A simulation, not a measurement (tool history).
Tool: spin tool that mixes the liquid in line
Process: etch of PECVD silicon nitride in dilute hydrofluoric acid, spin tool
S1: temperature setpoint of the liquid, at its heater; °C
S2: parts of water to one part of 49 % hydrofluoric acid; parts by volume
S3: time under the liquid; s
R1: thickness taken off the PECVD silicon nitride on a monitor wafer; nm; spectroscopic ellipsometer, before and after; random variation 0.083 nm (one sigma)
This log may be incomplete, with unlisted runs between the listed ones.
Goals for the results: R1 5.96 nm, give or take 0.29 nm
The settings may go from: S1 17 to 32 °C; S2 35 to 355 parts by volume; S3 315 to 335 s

Run 1, hour 0: S1 24 °C, S2 195 parts by volume, S3 315 s. Result: R1 3.0129 nm.
Run 2, hour 6.3: S1 24 °C, S2 195 parts by volume, S3 335 s. Result: R1 3.1689 nm.
Run 3, hour 10.9: S1 25.5 °C, S2 195 parts by volume, S3 335 s. Result: R1 3.4786 nm.
Run 4, hour 17: S1 26.5 °C, S2 185 parts by volume, S3 335 s. Result: R1 3.7591 nm.
Run 5, hour 23: S1 26.5 °C, S2 145 parts by volume, S3 335 s. Result: R1 4.8623 nm.
Run 6, hour 31.7: S1 27 °C, S2 145 parts by volume, S3 335 s. Result: R1 5.1169 nm.
Run 7, hour 40.6: S1 27.5 °C, S2 145 parts by volume, S3 335 s. Result: R1 5.2763 nm.
Run 8, hour 44.8: S1 28 °C, S2 145 parts by volume, S3 335 s. Result: R1 5.4521 nm.

Which of these 5 next moves meets every target?
Run A, hour 49: S1 30 °C, S2 150 parts by volume, S3 335 s. Result: R1 ?.
Run B, hour 49: S1 28 °C, S2 120 parts by volume, S3 335 s. Result: R1 ?.
Run C, hour 49: S1 30 °C, S2 135 parts by volume, S3 335 s. Result: R1 ?.
Run D, hour 49: S1 28.5 °C, S2 125 parts by volume, S3 330 s. Result: R1 ?.
Run E, hour 49: S1 24 °C, S2 115 parts by volume, S3 325 s. Result: R1 ?.

move      R1
   A  5.9145
   B  6.5449
   C  6.5818
   D  6.3851
   E  5.1258
A: every result within its allowed miss
B: pushes the last run's worst result past its target
C: pushes the last run's worst result past its target
D: pushes the last run's worst result past its target
E: moves away from the targets compared with the last run
A meets every target.
